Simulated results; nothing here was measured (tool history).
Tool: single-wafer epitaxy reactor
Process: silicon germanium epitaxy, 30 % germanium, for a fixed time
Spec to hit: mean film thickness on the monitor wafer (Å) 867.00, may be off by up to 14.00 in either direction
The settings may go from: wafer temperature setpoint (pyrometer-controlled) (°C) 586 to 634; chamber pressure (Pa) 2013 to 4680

run  hour  wafer temperature setpoint (pyrometer-controlled) (°C)  chamber pressure (Pa)  mean film thickness on the monitor wafer (Å)
  1   0.0                                                     610                   3346                                        761.90
  2   8.9                                                     611                   3346                                        772.22
  3  13.4                                                     612                   3346                                        785.64
  4  21.4                                                     621                   3346                                        948.68
  5  28.6                                                     620                   3346                                        927.21
  6  34.1                                                     620                   3613                                        954.22
  7  40.6                                                     620                   3613                                        947.93
  8  44.2                                                     619                   3613                                        937.15
  9  50.7                                                     618                   3613                                        914.19
 10  54.3                                                     617                   3613                                        898.07
 11  62.3                                                     616                   3613                                        884.67

Of the 4 settings listed for the next run, only one would bring every result within its allowed miss of target. Which one?
  A  70.3                                                     615                   4013                                             ?
  B  70.3                                                     616                   3520                                             ?
  C  70.3                                                     618                   3346                                             ?
  D  70.3                                                     614                   3546                                             ?

move  mean film thickness on the monitor wafer (Å)
   A                                        907.90
   B                                        874.29
   C                                        889.75
   D                                        842.67
A: lands further from the targets than the last run did
B: all results land within tolerance of their targets
C: lands further from the targets than the last run did
D: carries the result that was furthest off beyond its target, to the other side
The move that meets every target is B.

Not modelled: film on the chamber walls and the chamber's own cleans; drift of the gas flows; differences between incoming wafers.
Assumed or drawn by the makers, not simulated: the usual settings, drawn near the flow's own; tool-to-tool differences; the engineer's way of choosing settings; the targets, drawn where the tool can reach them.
